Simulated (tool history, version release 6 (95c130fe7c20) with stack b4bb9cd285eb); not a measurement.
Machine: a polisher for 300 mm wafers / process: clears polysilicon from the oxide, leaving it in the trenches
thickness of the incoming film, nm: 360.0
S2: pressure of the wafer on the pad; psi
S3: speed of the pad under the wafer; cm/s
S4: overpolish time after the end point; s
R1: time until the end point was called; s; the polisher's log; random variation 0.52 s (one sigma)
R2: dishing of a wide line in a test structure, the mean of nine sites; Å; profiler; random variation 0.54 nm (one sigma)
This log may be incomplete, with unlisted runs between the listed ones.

run 1 day=0 | flow_of_slurry_(ml/min)=190 S2=2.1 S3=126 S4=10 | R1=27.265 R2=388.78
run 2 day=0.171 | flow_of_slurry_(ml/min)=190 S2=2.4 S3=126 S4=10 | R1=24.379 R2=392.05
run 3 day=0.292 | flow_of_slurry_(ml/min)=190 S2=2.5 S3=118 S4=9 | R1=24.903 R2=385.74
run 4 day=0.542 | flow_of_slurry_(ml/min)=185 S2=2.5 S3=116 S4=8 | R1=24.572 R2=383.14
run 5 day=0.675 | flow_of_slurry_(ml/min)=200 S2=2.4 S3=116 S4=7 | R1=26.952 R2=356.23
run 6 day=0.996 | flow_of_slurry_(ml/min)=200 S2=2.4 S3=116 S4=11 | R1=26.704 R2=417.73
run 7 day=1.121 | flow_of_slurry_(ml/min)=190 S2=2.2 S3=126 S4=10 | R1=26.188 R2=407.54

For run 8, what comes out?
run 8 day=1.292 | flow_of_slurry_(ml/min)=205 S2=2.3 S3=120 S4=9 | R1=? R2=?

Run 8 produced R1 25.555 s, R2 380.02 Å.
